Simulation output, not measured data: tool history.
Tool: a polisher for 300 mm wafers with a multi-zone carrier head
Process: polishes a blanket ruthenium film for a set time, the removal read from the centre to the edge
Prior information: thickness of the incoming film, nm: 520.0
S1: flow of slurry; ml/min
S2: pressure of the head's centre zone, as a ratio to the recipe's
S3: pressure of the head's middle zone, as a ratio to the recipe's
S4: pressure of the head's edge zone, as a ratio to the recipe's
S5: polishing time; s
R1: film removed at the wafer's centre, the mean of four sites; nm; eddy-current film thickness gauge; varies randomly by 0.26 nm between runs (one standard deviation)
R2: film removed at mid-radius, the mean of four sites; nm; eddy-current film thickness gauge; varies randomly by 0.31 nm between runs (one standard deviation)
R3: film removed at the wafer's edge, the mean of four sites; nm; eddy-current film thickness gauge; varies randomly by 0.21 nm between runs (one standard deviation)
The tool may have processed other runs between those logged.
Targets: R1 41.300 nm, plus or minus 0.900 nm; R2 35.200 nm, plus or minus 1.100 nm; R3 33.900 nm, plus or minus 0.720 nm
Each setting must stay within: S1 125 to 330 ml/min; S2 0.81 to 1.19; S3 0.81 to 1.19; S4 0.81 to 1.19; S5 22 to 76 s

run 1 hour=0.0 | S1=210 S2=1.00 S3=1.00 S4=1.00 S5=49 | R1=43.613 R2=46.198 R3=46.639
run 2 hour=7.6 | S1=205 S2=1.05 S3=0.98 S4=0.94 S5=45 | R1=42.253 R2=40.242 R3=40.846
run 3 hour=9.7 | S1=190 S2=1.07 S3=0.99 S4=0.90 S5=44 | R1=41.242 R2=40.130 R3=38.540
run 4 hour=15.8 | S1=190 S2=1.07 S3=0.99 S4=0.98 S5=44 | R1=41.544 R2=40.042 R3=40.561
run 5 hour=23.8 | S1=175 S2=1.09 S3=0.98 S4=0.93 S5=43 | R1=40.853 R2=38.268 R3=38.102
run 6 hour=26.8 | S1=165 S2=1.11 S3=0.97 S4=0.89 S5=43 | R1=41.052 R2=37.232 R3=37.621
run 7 hour=33.3 | S1=195 S2=1.19 S3=1.01 S4=0.81 S5=38 | R1=40.017 R2=34.994 R3=32.293
run 8 hour=37.8 | S1=205 S2=1.19 S3=1.00 S4=0.83 S5=38 | R1=40.370 R2=35.273 R3=32.557
-- hour=39.5 slurry nozzle cleaned
run 9 hour=39.5 | S1=210 S2=1.19 S3=0.99 S4=0.85 S5=38 | R1=42.997 R2=36.820 R3=34.530
run 10 hour=44.4 | S1=200 S2=1.19 S3=0.99 S4=0.85 S5=38 | R1=42.730 R2=36.234 R3=34.219

Of the 4 settings listed for the next run, only one would bring every result within its allowed miss of target. Which one?
run A hour=49.3 | S1=160 S2=1.16 S3=1.01 S4=0.81 S5=39 | R1=? R2=? R3=?
run B hour=49.3 | S1=215 S2=1.19 S3=0.97 S4=0.81 S5=37 | R1=? R2=? R3=?
run C hour=49.3 | S1=270 S2=1.19 S3=1.02 S4=0.81 S5=38 | R1=? R2=? R3=?
run D hour=49.3 | S1=225 S2=1.18 S3=0.97 S4=0.87 S5=37 | R1=? R2=? R3=?

move=A R1=41.543 R2=36.924 R3=33.572
move=B R1=41.875 R2=34.929 R3=32.613
move=C R1=44.066 R2=38.240 R3=34.016
move=D R1=41.730 R2=35.085 R3=33.776
A: the worst result of the last run now meets its target, but another is out of spec
B: the worst result of the last run now meets its target, but another is out of spec
C: misses by more than the last run did
D: every result within its allowed miss
Go with D: it meets all targets.
